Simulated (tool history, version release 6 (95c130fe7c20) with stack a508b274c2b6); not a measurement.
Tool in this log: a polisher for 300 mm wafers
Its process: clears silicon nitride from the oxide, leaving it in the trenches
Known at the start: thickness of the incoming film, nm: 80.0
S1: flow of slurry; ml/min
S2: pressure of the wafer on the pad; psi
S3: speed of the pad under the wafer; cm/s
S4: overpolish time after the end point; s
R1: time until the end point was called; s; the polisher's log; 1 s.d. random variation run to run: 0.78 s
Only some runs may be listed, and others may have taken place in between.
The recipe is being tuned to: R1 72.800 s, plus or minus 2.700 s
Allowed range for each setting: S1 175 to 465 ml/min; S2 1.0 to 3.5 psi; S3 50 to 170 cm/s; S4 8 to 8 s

run  hour   S1   S2   S3  S4       R1
  1   0.0  295  2.2  110   8  143.050
  2   3.4  255  2.2  110   8  144.030
  3  12.2  255  2.2   90   8  176.390
  4  16.3  255  2.6  100   8  138.860
     19.8  -- worn pad replaced by a new one
  5  19.8  255  2.6  110   8  112.640
  6  22.3  255  2.8  110   8  108.660
  7  23.5  255  3.0  112   8   99.759
  8  32.1  255  3.2  116   8   92.340
  9  40.6  255  3.3  120   8   86.346
 10  48.0  255  3.4  124   8   83.081
 11  50.3  255  3.4  128   8   80.666

Below are 5 possible settings for the next run. Only one of them brings all results inside the allowed miss of their targets. Which is it?
  A  52.6  250  3.1  128   8   ?
  B  52.6  255  3.5  120   8   ?
  C  52.6  245  3.4  114   8   ?
  D  52.6  370  3.2  142   8   ?
  E  52.6  315  2.6  136   8   ?

move      R1
   A  87.456
   B  84.292
   C  91.127
   D  74.254
   E  92.301
A: misses by more than the last run did
B: misses by more than the last run did
C: misses by more than the last run did
D: every result within its allowed miss
E: misses by more than the last run did
D meets every target.
